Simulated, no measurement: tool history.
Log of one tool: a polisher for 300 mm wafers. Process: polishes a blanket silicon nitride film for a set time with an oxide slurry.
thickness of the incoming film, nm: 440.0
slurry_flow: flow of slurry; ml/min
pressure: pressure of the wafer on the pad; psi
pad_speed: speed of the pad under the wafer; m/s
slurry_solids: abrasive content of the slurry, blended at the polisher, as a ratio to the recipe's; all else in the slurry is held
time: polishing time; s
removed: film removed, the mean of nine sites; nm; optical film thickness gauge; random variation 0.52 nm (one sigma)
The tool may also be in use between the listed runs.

run	hour	slurry_flow	pressure	pad_speed	slurry_solids	time	removed
1	0.0	240	3.3	1.02	1.0	105	54.392
2	3.0	240	3.0	1.02	1.0	105	47.757
3	5.3	260	3.0	1.02	1.0	105	50.001
4	8.3	245	2.8	1.02	1.0	105	45.384
5	16.2	245	2.5	1.02	1.0	105	41.162
6	22.6	245	2.5	1.24	1.0	105	49.669
7	25.2	240	2.3	1.24	1.0	105	44.867
8	30.8	230	2.2	1.24	1.0	105	44.145
9	39.6	230	2.2	1.24	1.0	105	44.751

Forecast run 10:
10	42.5	230	2.1	1.24	1.0	105	?

removed: 41.830 nm
